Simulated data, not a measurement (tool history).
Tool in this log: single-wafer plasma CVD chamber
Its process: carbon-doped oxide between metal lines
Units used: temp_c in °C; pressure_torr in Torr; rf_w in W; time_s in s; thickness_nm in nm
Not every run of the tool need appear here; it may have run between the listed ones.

{"run": 1, "day": 0.0, "temp_c": 370, "pressure_torr": 3.65, "rf_w": 380, "time_s": 14.1, "thickness_nm": 60.494}
{"run": 2, "day": 0.292, "temp_c": 372, "pressure_torr": 3.53, "rf_w": 375, "time_s": 14.1, "thickness_nm": 59.155}
{"run": 3, "day": 0.458, "temp_c": 372, "pressure_torr": 3.53, "rf_w": 395, "time_s": 14.1, "thickness_nm": 61.754}
{"run": 4, "day": 0.517, "temp_c": 374, "pressure_torr": 3.38, "rf_w": 390, "time_s": 14.1, "thickness_nm": 60.756}
{"run": 5, "day": 0.862, "temp_c": 375, "pressure_torr": 3.3, "rf_w": 385, "time_s": 14.1, "thickness_nm": 59.671}
{"run": 6, "day": 1.204, "temp_c": 376, "pressure_torr": 3.21, "rf_w": 385, "time_s": 14.1, "thickness_nm": 59.373}
{"run": 7, "day": 1.4, "temp_c": 377, "pressure_torr": 3.12, "rf_w": 385, "time_s": 14.1, "thickness_nm": 59.447}

What does the tool deliver on the next run?
{"run": 8, "day": 1.708, "temp_c": 378, "pressure_torr": 3.08, "rf_w": 380, "time_s": 14.1, "thickness_nm": "?"}

thickness_nm: 58.161 nm

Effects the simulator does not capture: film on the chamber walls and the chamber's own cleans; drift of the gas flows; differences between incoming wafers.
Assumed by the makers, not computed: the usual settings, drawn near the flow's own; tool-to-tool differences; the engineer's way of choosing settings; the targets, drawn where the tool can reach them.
